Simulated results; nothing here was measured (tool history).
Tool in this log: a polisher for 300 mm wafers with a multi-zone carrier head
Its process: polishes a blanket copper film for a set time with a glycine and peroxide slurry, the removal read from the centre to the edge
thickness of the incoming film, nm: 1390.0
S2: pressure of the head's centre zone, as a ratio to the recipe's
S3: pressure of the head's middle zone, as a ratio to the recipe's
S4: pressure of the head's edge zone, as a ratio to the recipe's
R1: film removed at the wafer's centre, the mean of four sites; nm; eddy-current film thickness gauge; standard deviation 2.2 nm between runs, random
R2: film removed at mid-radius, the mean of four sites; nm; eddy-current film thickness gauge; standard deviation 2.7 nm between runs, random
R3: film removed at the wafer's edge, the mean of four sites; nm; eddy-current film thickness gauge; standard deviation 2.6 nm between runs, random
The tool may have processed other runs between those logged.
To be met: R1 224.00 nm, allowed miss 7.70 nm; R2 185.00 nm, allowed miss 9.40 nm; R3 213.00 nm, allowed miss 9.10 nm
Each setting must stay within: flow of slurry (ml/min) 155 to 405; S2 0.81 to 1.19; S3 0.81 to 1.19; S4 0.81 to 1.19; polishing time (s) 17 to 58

Run 1, hour 0.0: flow of slurry (ml/min) 260, S2 1.00, S3 1.00, S4 1.00, polishing time (s) 37. Result: R1 177.12 nm, R2 185.60 nm, R3 175.37 nm.
Run 2, hour 0.9: flow of slurry (ml/min) 260, S2 1.00, S3 1.00, S4 0.94, polishing time (s) 37. Result: R1 172.20 nm, R2 187.59 nm, R3 169.45 nm.
Run 3, hour 2.6: flow of slurry (ml/min) 260, S2 1.00, S3 1.00, S4 0.94, polishing time (s) 31. Result: R1 145.36 nm, R2 158.30 nm, R3 143.45 nm.
Run 4, hour 6.0: flow of slurry (ml/min) 260, S2 1.00, S3 1.00, S4 0.94, polishing time (s) 38. Result: R1 178.00 nm, R2 187.07 nm, R3 175.66 nm.
Run 5, hour 7.3: flow of slurry (ml/min) 220, S2 1.00, S3 1.00, S4 0.94, polishing time (s) 38. Result: R1 178.85 nm, R2 184.87 nm, R3 174.69 nm.
Run 6, hour 15.6: flow of slurry (ml/min) 220, S2 1.00, S3 1.00, S4 1.01, polishing time (s) 38. Result: R1 176.50 nm, R2 186.33 nm, R3 177.84 nm.
Run 7, hour 22.1: flow of slurry (ml/min) 220, S2 1.03, S3 0.96, S4 1.05, polishing time (s) 39. Result: R1 186.56 nm, R2 185.16 nm, R3 188.09 nm.
Run 8, hour 28.1: flow of slurry (ml/min) 220, S2 1.07, S3 0.94, S4 1.08, polishing time (s) 40. Result: R1 196.02 nm, R2 183.12 nm, R3 192.68 nm.
Run 9, hour 37.1: flow of slurry (ml/min) 220, S2 1.09, S3 0.92, S4 1.10, polishing time (s) 41. Result: R1 211.18 nm, R2 182.57 nm, R3 199.86 nm.
Run 10, hour 44.8: flow of slurry (ml/min) 225, S2 1.10, S3 0.91, S4 1.12, polishing time (s) 41. Result: R1 211.61 nm, R2 182.60 nm, R3 204.37 nm.
Run 11, hour 48.2: flow of slurry (ml/min) 230, S2 1.11, S3 0.91, S4 1.13, polishing time (s) 41. Result: R1 214.06 nm, R2 185.84 nm, R3 204.42 nm.
Run 12, hour 51.0: flow of slurry (ml/min) 230, S2 1.11, S3 0.91, S4 1.13, polishing time (s) 41. Result: R1 216.01 nm, R2 190.06 nm, R3 199.95 nm.

Which single option among these 5 for the next run brings every result within its allowed miss of target? Just one does.
Run A, hour 53.8: flow of slurry (ml/min) 180, S2 1.15, S3 0.81, S4 1.15, polishing time (s) 46. Result: R1 ?, R2 ?, R3 ?.
Run B, hour 53.8: flow of slurry (ml/min) 200, S2 1.08, S3 0.83, S4 1.03, polishing time (s) 45. Result: R1 ?, R2 ?, R3 ?.
Run C, hour 53.8: flow of slurry (ml/min) 240, S2 1.19, S3 0.83, S4 1.09, polishing time (s) 44. Result: R1 ?, R2 ?, R3 ?.
Run D, hour 53.8: flow of slurry (ml/min) 210, S2 1.19, S3 0.91, S4 1.08, polishing time (s) 41. Result: R1 ?, R2 ?, R3 ?.
Run E, hour 53.8: flow of slurry (ml/min) 220, S2 1.19, S3 0.86, S4 1.11, polishing time (s) 43. Result: R1 ?, R2 ?, R3 ?.

move      R1      R2      R3
   A  241.03  189.13  231.13
   B  224.16  190.98  215.95
   C  246.55  190.01  219.96
   D  226.56  188.54  201.84
   E  238.76  189.58  215.45
A: takes the biggest miss from the last run beyond its target
B: each result inside its tolerance
C: brings the last run's worst result on target, with another outside its allowed miss
D: gains on the last run, yet a result remains outside its allowed miss
E: brings the last run's worst result on target, with another outside its allowed miss
Answer: B

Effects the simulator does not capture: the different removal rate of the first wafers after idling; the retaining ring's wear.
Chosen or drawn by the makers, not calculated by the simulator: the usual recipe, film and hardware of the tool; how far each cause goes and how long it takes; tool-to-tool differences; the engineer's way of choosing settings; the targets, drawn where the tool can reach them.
